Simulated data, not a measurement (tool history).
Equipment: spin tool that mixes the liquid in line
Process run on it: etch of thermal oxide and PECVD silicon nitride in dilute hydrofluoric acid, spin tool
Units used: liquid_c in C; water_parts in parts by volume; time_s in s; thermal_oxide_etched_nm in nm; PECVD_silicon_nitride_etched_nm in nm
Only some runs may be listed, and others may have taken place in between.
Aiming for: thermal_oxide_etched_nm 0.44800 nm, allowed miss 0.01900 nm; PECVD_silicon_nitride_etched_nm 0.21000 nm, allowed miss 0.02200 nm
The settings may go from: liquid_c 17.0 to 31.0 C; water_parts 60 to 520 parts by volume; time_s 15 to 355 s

| run | hour | liquid_c | water_parts | time_s | thermal_oxide_etched_nm | PECVD_silicon_nitride_etched_nm |
|---|---|---|---|---|---|---|
| 1 | 0.0 | 23.0 | 290 | 180 | 2.37570 | 1.05430 |
| 2 | 4.5 | 21.5 | 340 | 165 | 1.66100 | 0.75942 |
| 3 | 7.8 | 20.5 | 375 | 145 | 1.23510 | 0.59042 |
| 4 | 11.5 | 20.0 | 395 | 130 | 1.02750 | 0.48070 |
| 5 | 15.6 | 20.0 | 355 | 130 | 1.17420 | 0.51361 |
| 6 | 20.6 | 20.0 | 295 | 130 | 1.48180 | 0.62354 |
| 7 | 24.5 | 19.5 | 335 | 120 | 1.13320 | 0.48268 |
| 8 | 30.4 | 19.0 | 370 | 110 | 0.89052 | 0.38629 |
| 9 | 37.4 | 18.5 | 400 | 110 | 0.81043 | 0.35751 |
| 10 | 38.1 | 18.0 | 425 | 105 | 0.71313 | 0.30815 |
| 11 | 41.9 | 18.0 | 445 | 100 | 0.63670 | 0.27845 |

5 candidate next runs follow, results not yet known. Just one meets every target within its allowed miss. Identify it.
| A | 45.7 | 18.0 | 480 | 80 | ? | ? |
| B | 45.7 | 17.0 | 355 | 60 | ? | ? |
| C | 45.7 | 17.0 | 300 | 55 | ? | ? |
| D | 45.7 | 27.0 | 520 | 55 | ? | ? |
| E | 45.7 | 24.5 | 520 | 85 | ? | ? |

| move | thermal_oxide_etched_nm | PECVD_silicon_nitride_etched_nm |
|---|---|---|
| A | 0.44554 | 0.21728 |
| B | 0.48039 | 0.20351 |
| C | 0.54505 | 0.21880 |
| D | 0.36493 | 0.23385 |
| E | 0.52302 | 0.31408 |
A: all results land within tolerance of their targets
B: nearer the targets than the last run, but a result is still out of spec
C: nearer the targets than the last run, but a result is still out of spec
D: the result that was furthest off in the last run now lies on the other side of its target
E: nearer the targets than the last run, but a result is still out of spec
A is the move that brings every result within its allowed miss.

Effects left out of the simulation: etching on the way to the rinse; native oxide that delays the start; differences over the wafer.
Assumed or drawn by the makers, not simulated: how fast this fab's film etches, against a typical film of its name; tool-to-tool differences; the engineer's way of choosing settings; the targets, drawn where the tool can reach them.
